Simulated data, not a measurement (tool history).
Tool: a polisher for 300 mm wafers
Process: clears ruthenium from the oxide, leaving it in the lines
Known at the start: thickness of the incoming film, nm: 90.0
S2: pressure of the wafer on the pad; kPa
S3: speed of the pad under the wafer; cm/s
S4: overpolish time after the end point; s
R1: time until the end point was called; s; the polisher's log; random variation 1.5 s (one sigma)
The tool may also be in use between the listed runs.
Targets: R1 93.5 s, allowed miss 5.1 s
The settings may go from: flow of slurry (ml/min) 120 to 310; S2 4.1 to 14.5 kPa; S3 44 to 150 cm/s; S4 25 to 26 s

run 1 hour=0 | flow_of_slurry_(ml/min)=200 S2=9 S3=96 S4=25 | R1=150.11
run 2 hour=4.9 | flow_of_slurry_(ml/min)=200 S2=9.7 S3=96 S4=25 | R1=136.27
run 3 hour=12.5 | flow_of_slurry_(ml/min)=200 S2=11 S3=96 S4=25 | R1=127.17
run 4 hour=18.1 | flow_of_slurry_(ml/min)=200 S2=9 S3=96 S4=25 | R1=154.36
run 5 hour=18.9 | flow_of_slurry_(ml/min)=200 S2=9.7 S3=98 S4=25 | R1=139.15
run 6 hour=23.4 | flow_of_slurry_(ml/min)=200 S2=8.3 S3=98 S4=25 | R1=159.56
run 7 hour=29.4 | flow_of_slurry_(ml/min)=200 S2=8.3 S3=98 S4=25 | R1=163.79
run 8 hour=35 | flow_of_slurry_(ml/min)=200 S2=9 S3=100 S4=25 | R1=148.82
run 9 hour=37.2 | flow_of_slurry_(ml/min)=200 S2=9.7 S3=102 S4=25 | R1=128.71
run 10 hour=43.6 | flow_of_slurry_(ml/min)=200 S2=10.3 S3=102 S4=25 | R1=125.53
run 11 hour=44.8 | flow_of_slurry_(ml/min)=200 S2=11 S3=102 S4=25 | R1=116.99
run 12 hour=51 | flow_of_slurry_(ml/min)=200 S2=11.7 S3=102 S4=25 | R1=108.65
run 13 hour=59.1 | flow_of_slurry_(ml/min)=200 S2=12.4 S3=102 S4=25 | R1=101.93
run 14 hour=61.5 | flow_of_slurry_(ml/min)=200 S2=12.4 S3=102 S4=25 | R1=105.41
run 15 hour=69.4 | flow_of_slurry_(ml/min)=200 S2=13.1 S3=102 S4=25 | R1=101.07

Which of these 4 next moves meets every target?
run A hour=77.3 | flow_of_slurry_(ml/min)=200 S2=11.7 S3=106 S4=25 | R1=?
run B hour=77.3 | flow_of_slurry_(ml/min)=200 S2=12.4 S3=98 S4=25 | R1=?
run C hour=77.3 | flow_of_slurry_(ml/min)=190 S2=12.4 S3=112 S4=26 | R1=?
run D hour=77.3 | flow_of_slurry_(ml/min)=200 S2=13.8 S3=116 S4=25 | R1=?

move=A R1=102.32
move=B R1=104.43
move=C R1=92.414
move=D R1=79.94
A: further off than the last run
B: further off than the last run
C: meets every target
D: takes the result that was furthest off past its target
Move C is the one to make.
